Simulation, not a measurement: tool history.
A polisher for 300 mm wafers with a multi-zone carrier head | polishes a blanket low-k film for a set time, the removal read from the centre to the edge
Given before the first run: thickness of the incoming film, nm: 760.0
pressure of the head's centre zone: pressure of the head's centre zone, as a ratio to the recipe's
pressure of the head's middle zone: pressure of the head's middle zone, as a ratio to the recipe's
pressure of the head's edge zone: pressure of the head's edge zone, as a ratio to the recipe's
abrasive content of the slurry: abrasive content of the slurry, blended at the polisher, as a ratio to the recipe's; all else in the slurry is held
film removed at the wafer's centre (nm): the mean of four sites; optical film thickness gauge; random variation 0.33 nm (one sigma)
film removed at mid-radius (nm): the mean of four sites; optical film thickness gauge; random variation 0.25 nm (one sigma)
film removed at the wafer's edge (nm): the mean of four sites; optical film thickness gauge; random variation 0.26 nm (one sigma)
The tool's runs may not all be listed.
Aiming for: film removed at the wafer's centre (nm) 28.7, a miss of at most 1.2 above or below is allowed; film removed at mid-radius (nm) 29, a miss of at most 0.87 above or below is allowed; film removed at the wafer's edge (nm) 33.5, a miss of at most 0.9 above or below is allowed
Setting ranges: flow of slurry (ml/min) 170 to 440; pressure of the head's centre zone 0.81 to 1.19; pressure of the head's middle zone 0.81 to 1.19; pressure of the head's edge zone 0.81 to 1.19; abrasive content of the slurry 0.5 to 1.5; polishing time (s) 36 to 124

run,hour,flow of slurry (ml/min),pressure of the head's centre zone,pressure of the head's middle zone,pressure of the head's edge zone,abrasive content of the slurry,polishing time (s),film removed at the wafer's centre (nm),film removed at mid-radius (nm),film removed at the wafer's edge (nm)
1,0,280,1,1,1,1,79,37.447,36.722,37.378
2,8.2,280,1,1.05,1,1,79,36.754,38.337,36.898
3,8.9,330,1,1.05,1,1,79,37.821,38.983,38.172
4,13.4,330,1,1.05,0.96,1,79,37.186,38.968,37.056
5,15.1,315,0.94,0.98,0.95,0.95,79,34.71,36.485,36.555
6,23.4,300,0.91,0.93,0.95,0.9,79,32.721,34.044,35.817
7,32,285,0.89,0.89,0.94,0.85,79,30.452,31.556,34.329
8,39.7,265,0.88,0.87,0.94,0.85,79,30.729,30.786,34.071

Which of these 4 next moves meets every target?
A,47.4,270,0.98,0.82,0.96,0.95,74,?,?,?
B,47.4,225,0.87,0.91,0.92,0.85,82,?,?,?
C,47.4,370,0.81,0.95,1.02,0.85,76,?,?,?
D,47.4,240,0.86,0.84,0.94,0.9,76,?,?,?

move,film removed at the wafer's centre (nm),film removed at mid-radius (nm),film removed at the wafer's edge (nm)
A,33.615,28.527,33.941
B,30.687,32.08,34.655
C,28.164,32.607,34.765
D,29.093,28.788,33.427
A: puts the biggest miss on target and leaves a different result outside tolerance
B: misses by more than the last run did
C: misses by more than the last run did
D: all results land within tolerance of their targets
Answer: D
